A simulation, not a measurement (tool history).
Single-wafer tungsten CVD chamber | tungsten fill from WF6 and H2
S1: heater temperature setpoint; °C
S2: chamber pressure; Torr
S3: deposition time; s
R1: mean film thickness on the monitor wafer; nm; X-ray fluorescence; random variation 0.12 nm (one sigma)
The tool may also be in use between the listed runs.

{"run": 1, "hour": 0.0, "S1": 395, "S2": 52.8, "S3": 18.3, "R1": 65.777}
{"run": 2, "hour": 1.6, "S1": 395, "S2": 56.6, "S3": 18.3, "R1": 67.674}
{"run": 3, "hour": 5.1, "S1": 394, "S2": 56.5, "S3": 18.3, "R1": 66.057}
{"run": 4, "hour": 12.5, "S1": 393, "S2": 56.4, "S3": 18.3, "R1": 64.771}
{"run": 5, "hour": 20.7, "S1": 392, "S2": 56.4, "S3": 18.3, "R1": 63.379}
{"run": 6, "hour": 25.1, "S1": 391, "S2": 56.4, "S3": 18.3, "R1": 61.952}

The next listed run, before its measurement:
{"run": 7, "hour": 27.1, "S1": 391, "S2": 56.4, "S3": 18.3, "R1": "?"}

{"run 7": {"R1": 61.715}}
